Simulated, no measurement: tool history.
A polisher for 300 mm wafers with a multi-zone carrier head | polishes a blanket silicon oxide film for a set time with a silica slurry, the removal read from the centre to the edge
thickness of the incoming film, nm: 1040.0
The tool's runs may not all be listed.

run  hour  flow of slurry (ml/min)  pressure of the head's centre zone  pressure of the head's middle zone  pressure of the head's edge zone  abrasive content of the slurry  polishing time (s)  film removed at the wafer's centre (angstrom)  film removed at mid-radius (angstrom)  film removed at the wafer's edge (angstrom)
  1     0                      150                                   1                                   1                                 1                               1                  41                                         1885.9                                 1898.6                                       1934.7
  2   1.9                      150                                   1                                   1                                 1                             1.2                  41                                         2060.2                                 2059.6                                       2096.3
  3   2.6                      150                                   1                                   1                                 1                             1.1                  41                                         2005.6                                 1982.9                                         2002
  4   6.3                      170                                   1                                   1                                 1                             1.1                  41                                         2034.9                                 2040.6                                       2019.3
  5  12.4                      170                                   1                                   1                              0.95                             1.1                  41                                         2018.6                                 2032.2                                       2009.8
  6  13.5                      170                                1.04                                   1                              0.95                             1.1                  41                                         2071.9                                 2049.4                                         2013
  7  19.4                      165                                0.99                                   1                              0.93                               1                  41                                         1907.7                                 1938.2                                       1866.7
  8  24.4                      155                                0.95                                   1                              0.95                            0.95                  41                                         1815.2                                 1843.7                                       1830.9
  9  28.9                      120                                0.85                                1.08                              0.96                            0.75                  40                                         1377.5                                 1616.3                                       1507.6
 10  29.6                      125                                0.85                                1.08                              0.98                            0.75                  40                                         1347.6                                 1630.5                                       1510.5
 11  37.5                      120                                0.89                                1.03                              1.07                            0.85                  40                                         1498.2                                 1667.4                                       1676.4

Run 12 comes next. What will it give?
 12  38.3                      120                                0.88                                1.03                              1.07                            0.85                  40                                              ?                                      ?                                            ?

{"run 12": {"film removed at the wafer's centre (angstrom)": 1500.2, "film removed at mid-radius (angstrom)": 1659.8, "film removed at the wafer's edge (angstrom)": 1699.2}}

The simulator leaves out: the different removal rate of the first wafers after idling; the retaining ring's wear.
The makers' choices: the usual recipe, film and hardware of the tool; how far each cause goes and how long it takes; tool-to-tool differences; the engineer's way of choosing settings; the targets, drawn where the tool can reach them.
